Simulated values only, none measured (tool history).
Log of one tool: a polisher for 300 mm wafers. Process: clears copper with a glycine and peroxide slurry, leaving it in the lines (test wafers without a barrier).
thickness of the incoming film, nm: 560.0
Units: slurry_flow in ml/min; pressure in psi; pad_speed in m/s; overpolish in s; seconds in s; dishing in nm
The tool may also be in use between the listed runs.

run 1 day=0.000 | slurry_flow=255 pressure=3.0 pad_speed=1.14 overpolish=13 | seconds=83.367 dishing=45.301
run 2 day=0.288 | slurry_flow=255 pressure=3.0 pad_speed=1.14 overpolish=10 | seconds=83.455 dishing=37.744
run 3 day=0.383 | slurry_flow=255 pressure=3.0 pad_speed=1.14 overpolish=14 | seconds=82.419 dishing=45.252
run 4 day=0.750 | slurry_flow=250 pressure=2.5 pad_speed=1.06 overpolish=14 | seconds=102.040 dishing=40.897
run 5 day=0.921 | slurry_flow=250 pressure=1.9 pad_speed=1.06 overpolish=14 | seconds=128.020 dishing=34.912
run 6 day=1.225 | slurry_flow=310 pressure=1.9 pad_speed=1.06 overpolish=14 | seconds=124.790 dishing=35.597
run 7 day=1.500 | slurry_flow=310 pressure=1.7 pad_speed=1.02 overpolish=14 | seconds=137.390 dishing=33.802
run 8 day=1.604 | slurry_flow=310 pressure=1.6 pad_speed=1.00 overpolish=14 | seconds=148.090 dishing=31.197

The next listed run, before its measurement:
run 9 day=1.675 | slurry_flow=310 pressure=1.5 pad_speed=0.98 overpolish=14 | seconds=? dishing=?

Run 9 gave seconds 156.200 s, dishing 30.948 nm.

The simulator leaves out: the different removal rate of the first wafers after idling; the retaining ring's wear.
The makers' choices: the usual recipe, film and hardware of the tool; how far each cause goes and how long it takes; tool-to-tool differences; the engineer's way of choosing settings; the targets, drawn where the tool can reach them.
